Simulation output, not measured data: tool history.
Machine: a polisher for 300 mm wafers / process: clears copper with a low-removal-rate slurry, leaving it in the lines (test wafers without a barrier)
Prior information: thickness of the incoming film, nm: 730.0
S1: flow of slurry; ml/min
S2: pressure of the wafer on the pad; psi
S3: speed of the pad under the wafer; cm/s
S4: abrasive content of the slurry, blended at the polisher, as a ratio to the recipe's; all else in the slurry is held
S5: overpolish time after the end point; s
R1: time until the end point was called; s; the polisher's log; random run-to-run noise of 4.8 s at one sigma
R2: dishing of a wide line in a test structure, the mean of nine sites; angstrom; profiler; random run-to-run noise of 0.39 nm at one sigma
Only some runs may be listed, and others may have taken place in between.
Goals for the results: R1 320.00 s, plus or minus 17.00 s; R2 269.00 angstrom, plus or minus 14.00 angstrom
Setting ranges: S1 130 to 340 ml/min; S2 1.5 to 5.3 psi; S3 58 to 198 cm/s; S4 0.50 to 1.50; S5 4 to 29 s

run	day	S1	S2	S3	S4	S5	R1	R2
1	0.000	220	3.4	128	1.00	15	220.34	368.25
2	0.200	220	3.1	128	1.00	15	237.77	350.07
3	0.442	220	2.8	128	1.00	15	250.12	334.94
4	0.767	220	2.8	146	1.00	15	220.12	365.24
5	1.021	220	2.5	144	1.00	15	243.18	347.42
6	1.325	220	2.3	144	1.00	15	258.73	313.22
# day 1.379: worn pad replaced by a new one
7	1.379	220	2.1	144	1.00	15	251.76	328.17
8	1.621	220	1.9	138	1.00	15	274.16	298.49
9	1.667	220	1.8	134	1.00	15	295.43	280.61

Below are 4 possible settings for the next run. Only one of them brings all results inside the allowed miss of their targets. Which is it?
A	1.712	260	1.5	166	0.50	15	?	?
B	1.712	180	2.3	116	1.35	16	?	?
C	1.712	225	1.5	124	1.05	19	?	?
D	1.712	215	1.6	112	1.05	16	?	?

move	R1	R2
A	316.66	270.04
B	282.95	320.16
C	357.52	297.87
D	382.05	243.20
A: in spec on every target
B: further off than the last run
C: moves the result that the last run missed by most past its target, out the other side
D: moves the result that the last run missed by most past its target, out the other side
Answer: A
